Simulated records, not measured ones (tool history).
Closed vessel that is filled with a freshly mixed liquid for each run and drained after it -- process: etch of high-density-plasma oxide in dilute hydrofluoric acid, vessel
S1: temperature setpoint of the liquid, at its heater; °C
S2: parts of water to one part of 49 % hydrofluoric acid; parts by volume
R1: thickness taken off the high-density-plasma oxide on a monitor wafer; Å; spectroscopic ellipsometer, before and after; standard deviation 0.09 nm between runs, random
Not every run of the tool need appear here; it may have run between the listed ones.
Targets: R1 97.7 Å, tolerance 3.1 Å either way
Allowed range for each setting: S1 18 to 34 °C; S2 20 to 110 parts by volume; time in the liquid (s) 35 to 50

{"run": 1, "day": 0.0, "S1": 26, "S2": 60, "time in the liquid (s)": 50, "R1": 55.873}
{"run": 2, "day": 0.058, "S1": 27.5, "S2": 55, "time in the liquid (s)": 50, "R1": 65.102}
{"run": 3, "day": 0.104, "S1": 28.5, "S2": 55, "time in the liquid (s)": 50, "R1": 67.258}
{"run": 4, "day": 0.3, "S1": 28.5, "S2": 55, "time in the liquid (s)": 50, "R1": 67.156}
{"run": 5, "day": 0.529, "S1": 29.5, "S2": 55, "time in the liquid (s)": 50, "R1": 71.056}
{"run": 6, "day": 0.85, "S1": 32.5, "S2": 55, "time in the liquid (s)": 50, "R1": 78.844}
{"run": 7, "day": 0.912, "S1": 32.5, "S2": 55, "time in the liquid (s)": 50, "R1": 77.3}
{"run": 8, "day": 1.038, "S1": 33, "S2": 55, "time in the liquid (s)": 50, "R1": 79.827}
{"run": 9, "day": 1.4, "S1": 33, "S2": 55, "time in the liquid (s)": 50, "R1": 79.867}
{"run": 10, "day": 1.458, "S1": 33.5, "S2": 50, "time in the liquid (s)": 50, "R1": 89.229}
{"run": 11, "day": 1.6, "S1": 34, "S2": 50, "time in the liquid (s)": 50, "R1": 91.121}
{"run": 12, "day": 1.842, "S1": 34, "S2": 45, "time in the liquid (s)": 50, "R1": 102.4}

5 candidate next runs follow, results not yet known. Just one meets every target within its allowed miss. Identify it.
{"run": "A", "day": 2.083, "S1": 28.5, "S2": 35, "time in the liquid (s)": 50, "R1": "?"}
{"run": "B", "day": 2.083, "S1": 33, "S2": 40, "time in the liquid (s)": 50, "R1": "?"}
{"run": "C", "day": 2.083, "S1": 32.5, "S2": 40, "time in the liquid (s)": 50, "R1": "?"}
{"run": "D", "day": 2.083, "S1": 34, "S2": 40, "time in the liquid (s)": 45, "R1": "?"}
{"run": "E", "day": 2.083, "S1": 32.5, "S2": 45, "time in the liquid (s)": 50, "R1": "?"}

move=A R1=107.19
move=B R1=111.15
move=C R1=109.01
move=D R1=103.96
move=E R1=96.101
A: the biggest miss grows against the last run
B: the biggest miss grows against the last run
C: the biggest miss grows against the last run
D: the biggest miss grows against the last run
E: each result inside its tolerance
Go with E: it meets all targets.

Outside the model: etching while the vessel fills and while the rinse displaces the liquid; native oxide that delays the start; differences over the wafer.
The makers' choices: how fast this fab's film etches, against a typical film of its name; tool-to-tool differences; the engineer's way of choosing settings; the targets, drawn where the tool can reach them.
